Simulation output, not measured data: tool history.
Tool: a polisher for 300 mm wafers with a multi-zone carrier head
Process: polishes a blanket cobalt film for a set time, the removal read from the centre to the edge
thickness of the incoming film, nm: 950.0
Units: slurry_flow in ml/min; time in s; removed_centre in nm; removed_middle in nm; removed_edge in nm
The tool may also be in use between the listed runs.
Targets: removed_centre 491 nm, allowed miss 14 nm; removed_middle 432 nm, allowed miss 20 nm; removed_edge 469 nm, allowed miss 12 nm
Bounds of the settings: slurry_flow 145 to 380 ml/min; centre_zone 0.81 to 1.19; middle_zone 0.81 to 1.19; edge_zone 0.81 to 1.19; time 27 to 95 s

| run | hour | slurry_flow | centre_zone | middle_zone | edge_zone | time | removed_centre | removed_middle | removed_edge |
|---|---|---|---|---|---|---|---|---|---|
| 1 | 0 | 245 | 1 | 1 | 1 | 61 | 297.12 | 292.6 | 302.27 |
| 2 | 0.8 | 245 | 1 | 1 | 0.95 | 61 | 297.72 | 286.43 | 299.31 |
| 3 | 2.6 | 245 | 1.04 | 1 | 0.95 | 61 | 309.7 | 294.78 | 293.67 |
| 4 | 11.2 | 245 | 1.04 | 1 | 0.95 | 51 | 258.73 | 247.28 | 248.94 |
| 5 | 12.6 | 285 | 1.04 | 1 | 0.95 | 51 | 260.86 | 247.03 | 253.14 |
| 6 | 17.1 | 300 | 1.06 | 0.99 | 1 | 62 | 329.27 | 298.77 | 311.8 |
| 7 | 18.2 | 300 | 1.06 | 0.99 | 1 | 62 | 328.38 | 302.68 | 315.21 |
| 8 | 23.4 | 315 | 1.08 | 0.99 | 1.05 | 68 | 367.65 | 331.51 | 355.53 |
| 9 | 26.8 | 325 | 1.1 | 1 | 1.08 | 73 | 408.56 | 362.18 | 389.09 |
| 10 | 31.4 | 330 | 1.11 | 1.01 | 1.1 | 76 | 422.52 | 382.98 | 407.79 |
| 11 | 35.2 | 335 | 1.12 | 1.01 | 1.12 | 79 | 446.13 | 395.24 | 427.05 |
| 12 | 36.3 | 340 | 1.13 | 1.01 | 1.13 | 81 | 460.63 | 408.12 | 444.97 |

5 next moves are on the table. One of them brings every result within its allowed miss. Which?
| A | 37.4 | 365 | 1.18 | 1.08 | 1.05 | 81 | ? | ? | ? |
| B | 37.4 | 380 | 1.15 | 1.03 | 1.17 | 83 | ? | ? | ? |
| C | 37.4 | 335 | 1.08 | 1 | 1.16 | 82 | ? | ? | ? |
| D | 37.4 | 375 | 1.19 | 1.18 | 1.11 | 79 | ? | ? | ? |
| E | 37.4 | 335 | 1.19 | 1.08 | 1.07 | 78 | ? | ? | ? |

| move | removed_centre | removed_middle | removed_edge |
|---|---|---|---|
| A | 490.15 | 441.76 | 429.2 |
| B | 490.98 | 436.17 | 466.12 |
| C | 449.93 | 415.97 | 454.88 |
| D | 483.63 | 465.88 | 430.58 |
| E | 472.15 | 422.21 | 414.82 |
A: brings the result that was furthest off to its target, and leaves another outside
B: meets every target
C: further off than the last run
D: brings the result that was furthest off to its target, and leaves another outside
E: further off than the last run
Move B is the one to make.

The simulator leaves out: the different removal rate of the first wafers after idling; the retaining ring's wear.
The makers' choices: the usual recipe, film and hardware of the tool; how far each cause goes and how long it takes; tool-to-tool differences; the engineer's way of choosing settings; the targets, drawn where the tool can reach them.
